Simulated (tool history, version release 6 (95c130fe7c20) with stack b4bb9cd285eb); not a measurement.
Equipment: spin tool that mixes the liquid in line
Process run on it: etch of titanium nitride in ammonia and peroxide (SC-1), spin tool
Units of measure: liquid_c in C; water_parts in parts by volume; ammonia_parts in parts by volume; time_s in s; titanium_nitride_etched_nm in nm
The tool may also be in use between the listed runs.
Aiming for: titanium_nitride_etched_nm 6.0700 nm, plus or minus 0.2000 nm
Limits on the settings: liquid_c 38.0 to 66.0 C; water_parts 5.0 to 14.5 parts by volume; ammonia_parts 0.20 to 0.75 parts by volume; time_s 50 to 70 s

Run 1, day 0.000: liquid_c 50.0 C, water_parts 8.0 parts by volume, ammonia_parts 0.45 parts by volume, time_s 70 s. Result: titanium_nitride_etched_nm 4.0974 nm.
Run 2, day 0.296: liquid_c 50.0 C, water_parts 8.0 parts by volume, ammonia_parts 0.45 parts by volume, time_s 70 s. Result: titanium_nitride_etched_nm 4.0410 nm.
Run 3, day 0.500: liquid_c 51.0 C, water_parts 8.0 parts by volume, ammonia_parts 0.45 parts by volume, time_s 70 s. Result: titanium_nitride_etched_nm 4.3898 nm.
Run 4, day 0.558: liquid_c 52.0 C, water_parts 8.0 parts by volume, ammonia_parts 0.45 parts by volume, time_s 70 s. Result: titanium_nitride_etched_nm 4.6188 nm.
Run 5, day 0.796: liquid_c 53.0 C, water_parts 8.0 parts by volume, ammonia_parts 0.45 parts by volume, time_s 70 s. Result: titanium_nitride_etched_nm 4.9768 nm.
Run 6, day 0.912: liquid_c 53.5 C, water_parts 8.0 parts by volume, ammonia_parts 0.45 parts by volume, time_s 70 s. Result: titanium_nitride_etched_nm 5.1650 nm.
Run 7, day 1.233: liquid_c 54.0 C, water_parts 8.0 parts by volume, ammonia_parts 0.45 parts by volume, time_s 70 s. Result: titanium_nitride_etched_nm 5.3287 nm.
Run 8, day 1.467: liquid_c 54.0 C, water_parts 8.0 parts by volume, ammonia_parts 0.45 parts by volume, time_s 70 s. Result: titanium_nitride_etched_nm 5.3897 nm.

Exactly one of the 5 candidate moves below puts every result within its allowed miss. Which one?
Run A, day 1.700: liquid_c 60.5 C, water_parts 13.0 parts by volume, ammonia_parts 0.20 parts by volume, time_s 70 s. Result: titanium_nitride_etched_nm ?.
Run B, day 1.700: liquid_c 57.5 C, water_parts 10.5 parts by volume, ammonia_parts 0.50 parts by volume, time_s 70 s. Result: titanium_nitride_etched_nm ?.
Run C, day 1.700: liquid_c 56.0 C, water_parts 8.0 parts by volume, ammonia_parts 0.45 parts by volume, time_s 65 s. Result: titanium_nitride_etched_nm ?.
Run D, day 1.700: liquid_c 54.5 C, water_parts 8.0 parts by volume, ammonia_parts 0.45 parts by volume, time_s 70 s. Result: titanium_nitride_etched_nm ?.
Run E, day 1.700: liquid_c 50.0 C, water_parts 6.5 parts by volume, ammonia_parts 0.60 parts by volume, time_s 70 s. Result: titanium_nitride_etched_nm ?.

move  titanium_nitride_etched_nm
   A                      5.4363
   B                      5.9269
   C                      5.6259
   D                      5.4755
   E                      4.6696
A: moves toward the targets from the last run without getting all of them in spec
B: in spec on every target
C: moves toward the targets from the last run without getting all of them in spec
D: moves toward the targets from the last run without getting all of them in spec
E: further off than the last run
The right move is B.

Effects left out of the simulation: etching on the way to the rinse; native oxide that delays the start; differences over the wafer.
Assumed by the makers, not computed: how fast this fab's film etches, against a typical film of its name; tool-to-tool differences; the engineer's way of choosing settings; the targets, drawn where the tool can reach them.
